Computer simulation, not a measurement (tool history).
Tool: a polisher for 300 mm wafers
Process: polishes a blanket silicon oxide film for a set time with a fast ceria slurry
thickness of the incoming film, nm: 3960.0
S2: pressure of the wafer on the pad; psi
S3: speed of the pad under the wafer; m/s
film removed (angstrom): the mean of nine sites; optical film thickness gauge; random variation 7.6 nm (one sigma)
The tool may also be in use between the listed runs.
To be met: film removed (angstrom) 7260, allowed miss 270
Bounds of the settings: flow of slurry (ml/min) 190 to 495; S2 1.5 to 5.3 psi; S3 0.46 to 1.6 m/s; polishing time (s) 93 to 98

run 1 hour=0 | flow_of_slurry_(ml/min)=320 S2=3.4 S3=1.02 polishing_time_(s)=93 | film_removed_(angstrom)=20121
run 2 hour=3.4 | flow_of_slurry_(ml/min)=320 S2=3.9 S3=1.02 polishing_time_(s)=93 | film_removed_(angstrom)=22527
run 3 hour=9.8 | flow_of_slurry_(ml/min)=320 S2=3.9 S3=1.02 polishing_time_(s)=98 | film_removed_(angstrom)=24246
run 4 hour=14.8 | flow_of_slurry_(ml/min)=315 S2=3.2 S3=0.84 polishing_time_(s)=96 | film_removed_(angstrom)=16436
run 5 hour=17.4 | flow_of_slurry_(ml/min)=245 S2=3.2 S3=0.84 polishing_time_(s)=96 | film_removed_(angstrom)=15999
run 6 hour=18.1 | flow_of_slurry_(ml/min)=245 S2=2.7 S3=0.74 polishing_time_(s)=96 | film_removed_(angstrom)=12284
run 7 hour=19.4 | flow_of_slurry_(ml/min)=245 S2=2.3 S3=0.68 polishing_time_(s)=96 | film_removed_(angstrom)=9886.1
run 8 hour=22.9 | flow_of_slurry_(ml/min)=245 S2=2 S3=0.66 polishing_time_(s)=96 | film_removed_(angstrom)=8596.4
run 9 hour=29.1 | flow_of_slurry_(ml/min)=245 S2=1.9 S3=0.66 polishing_time_(s)=96 | film_removed_(angstrom)=8117.8
run 10 hour=35.7 | flow_of_slurry_(ml/min)=245 S2=1.8 S3=0.66 polishing_time_(s)=96 | film_removed_(angstrom)=7882.9
run 11 hour=37.6 | flow_of_slurry_(ml/min)=245 S2=1.8 S3=0.66 polishing_time_(s)=96 | film_removed_(angstrom)=8108.5
run 12 hour=46.2 | flow_of_slurry_(ml/min)=245 S2=1.7 S3=0.66 polishing_time_(s)=96 | film_removed_(angstrom)=7496.9

4 next moves are on the table. One of them brings every result within its allowed miss. Which?
run A hour=54.8 | flow_of_slurry_(ml/min)=260 S2=2.4 S3=0.52 polishing_time_(s)=98 | film_removed_(angstrom)=?
run B hour=54.8 | flow_of_slurry_(ml/min)=240 S2=1.7 S3=0.68 polishing_time_(s)=98 | film_removed_(angstrom)=?
run C hour=54.8 | flow_of_slurry_(ml/min)=250 S2=1.6 S3=0.66 polishing_time_(s)=96 | film_removed_(angstrom)=?
run D hour=54.8 | flow_of_slurry_(ml/min)=285 S2=1.9 S3=0.64 polishing_time_(s)=94 | film_removed_(angstrom)=?

move=A film_removed_(angstrom)=8138.8
move=B film_removed_(angstrom)=7937.8
move=C film_removed_(angstrom)=7242.1
move=D film_removed_(angstrom)=7937.7
A: further off than the last run
B: further off than the last run
C: meets every target
D: further off than the last run
Answer: C
